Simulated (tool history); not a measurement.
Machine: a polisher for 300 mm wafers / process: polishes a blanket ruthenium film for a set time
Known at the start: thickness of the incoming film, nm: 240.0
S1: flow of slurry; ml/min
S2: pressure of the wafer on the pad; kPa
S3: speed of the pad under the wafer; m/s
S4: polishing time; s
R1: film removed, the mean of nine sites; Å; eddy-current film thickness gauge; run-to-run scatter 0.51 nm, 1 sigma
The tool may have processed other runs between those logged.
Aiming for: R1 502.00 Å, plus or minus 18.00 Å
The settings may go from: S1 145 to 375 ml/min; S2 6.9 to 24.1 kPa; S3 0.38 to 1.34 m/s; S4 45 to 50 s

run  hour   S1    S2    S3  S4      R1
  1   0.0  240  15.2  0.86  50  428.51
  2   4.6  240  15.9  0.86  50  433.20
  3  11.9  240  15.9  0.72  50  370.50
  4  13.0  240  16.5  0.72  50  396.15
  5  18.5  280  16.5  0.72  50  398.15
  6  24.8  225  16.5  0.72  50  384.97
  7  29.3  230  17.2  0.72  50  406.70
  8  35.6  230  17.9  0.72  50  424.13
  9  42.1  230  18.6  0.72  50  439.25
 10  48.8  230  19.3  0.72  50  456.43

Of the 5 settings listed for the next run, only one would bring every result within its allowed miss of target. Which one?
  A  55.5  295  20.7  0.72  50   ?
  B  55.5  255  21.4  0.52  50   ?
  C  55.5  225  23.4  0.58  50   ?
  D  55.5  205  22.8  0.72  45   ?
  E  55.5  260  20.7  0.74  46   ?

move      R1
   A  495.30
   B  372.03
   C  443.57
   D  468.36
   E  461.45
A: in spec on every target
B: moves away from the targets compared with the last run
C: moves away from the targets compared with the last run
D: an improvement on the last run, though not all results are within tolerance
E: an improvement on the last run, though not all results are within tolerance
Correct choice: A, which meets every target

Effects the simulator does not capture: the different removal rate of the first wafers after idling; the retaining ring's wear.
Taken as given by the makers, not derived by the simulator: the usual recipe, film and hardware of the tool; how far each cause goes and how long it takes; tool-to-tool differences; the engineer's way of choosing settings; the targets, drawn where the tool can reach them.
